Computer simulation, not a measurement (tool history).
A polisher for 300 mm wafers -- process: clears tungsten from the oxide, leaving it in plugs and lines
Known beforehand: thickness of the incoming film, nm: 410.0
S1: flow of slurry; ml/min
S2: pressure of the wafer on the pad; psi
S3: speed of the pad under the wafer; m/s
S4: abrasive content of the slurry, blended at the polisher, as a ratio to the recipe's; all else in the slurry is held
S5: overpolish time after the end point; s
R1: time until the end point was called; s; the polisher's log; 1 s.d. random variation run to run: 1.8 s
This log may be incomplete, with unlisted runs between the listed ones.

run,hour,S1,S2,S3,S4,S5,R1
1,0,275,3.7,1.38,1,37,60.194
2,6.6,275,3.7,1.38,1.1,37,58.344
3,9.8,275,3.7,1.38,1.1,40,58.946
4,13.1,275,3.7,1.38,1.1,37,57.658
5,13.7,275,4.2,1.38,1.1,37,51.712
6,22.1,275,3.6,1.32,1.1,37,60.96
7,29.4,275,3.1,1.24,1.1,37,74.108

Run 8 is up next; what results do you expect?
8,32.8,275,2.8,1.22,1.1,37,?

R1: 83.021 s
